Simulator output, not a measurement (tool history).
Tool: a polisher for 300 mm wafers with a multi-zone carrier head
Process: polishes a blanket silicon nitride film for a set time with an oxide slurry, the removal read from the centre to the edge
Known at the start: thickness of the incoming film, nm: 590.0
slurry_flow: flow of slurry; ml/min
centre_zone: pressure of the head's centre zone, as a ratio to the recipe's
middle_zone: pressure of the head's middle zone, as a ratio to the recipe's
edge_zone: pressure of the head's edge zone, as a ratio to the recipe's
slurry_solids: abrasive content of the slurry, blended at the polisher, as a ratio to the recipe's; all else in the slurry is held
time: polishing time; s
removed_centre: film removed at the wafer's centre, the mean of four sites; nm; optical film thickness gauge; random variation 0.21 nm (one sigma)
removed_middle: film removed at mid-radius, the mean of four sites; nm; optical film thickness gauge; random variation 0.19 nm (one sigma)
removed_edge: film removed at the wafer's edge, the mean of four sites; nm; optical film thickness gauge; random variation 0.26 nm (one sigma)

Run 1, hour 0: slurry_flow 220 ml/min, centre_zone 1, middle_zone 1, edge_zone 1, slurry_solids 1, time 53 s. Result: removed_centre 45.714 nm, removed_middle 46.957 nm, removed_edge 47.098 nm.
Run 2, hour 2.6: slurry_flow 225 ml/min, centre_zone 1.02, middle_zone 1, edge_zone 0.96, slurry_solids 0.9, time 48 s. Result: removed_centre 40.705 nm, removed_middle 40.008 nm, removed_edge 39.963 nm.
Run 3, hour 8.6: slurry_flow 225 ml/min, centre_zone 1.08, middle_zone 1, edge_zone 0.96, slurry_solids 0.9, time 48 s. Result: removed_centre 43.113 nm, removed_middle 40.074 nm, removed_edge 39.605 nm.
Run 4, hour 9.7: slurry_flow 225 ml/min, centre_zone 1.08, middle_zone 1, edge_zone 0.96, slurry_solids 1, time 48 s. Result: removed_centre 43.995 nm, removed_middle 42.032 nm, removed_edge 41.944 nm.
Run 5, hour 13.1: slurry_flow 175 ml/min, centre_zone 1.08, middle_zone 1, edge_zone 0.96, slurry_solids 1, time 48 s. Result: removed_centre 43.309 nm, removed_middle 40.89 nm, removed_edge 40.403 nm.
Run 6, hour 22.1: slurry_flow 130 ml/min, centre_zone 1.08, middle_zone 1, edge_zone 0.96, slurry_solids 1, time 48 s. Result: removed_centre 40.705 nm, removed_middle 38.771 nm, removed_edge 38.986 nm.
Run 7, hour 30.7: slurry_flow 140 ml/min, centre_zone 1.09, middle_zone 1.01, edge_zone 0.93, slurry_solids 0.9, time 45 s. Result: removed_centre 37.191 nm, removed_middle 35.502 nm, removed_edge 34.798 nm.
Run 8, hour 31.5: slurry_flow 150 ml/min, centre_zone 1.1, middle_zone 1.02, edge_zone 0.91, slurry_solids 0.8, time 42 s. Result: removed_centre 33.584 nm, removed_middle 31.999 nm, removed_edge 30.962 nm.

Forecast run 9:
Run 9, hour 34.6: slurry_flow 155 ml/min, centre_zone 1.11, middle_zone 1.03, edge_zone 0.89, slurry_solids 0.75, time 40 s. Result: removed_centre ?, removed_middle ?, removed_edge ?.

Run 9 gave removed_centre 30.708 nm, removed_middle 29.456 nm, removed_edge 27.604 nm.
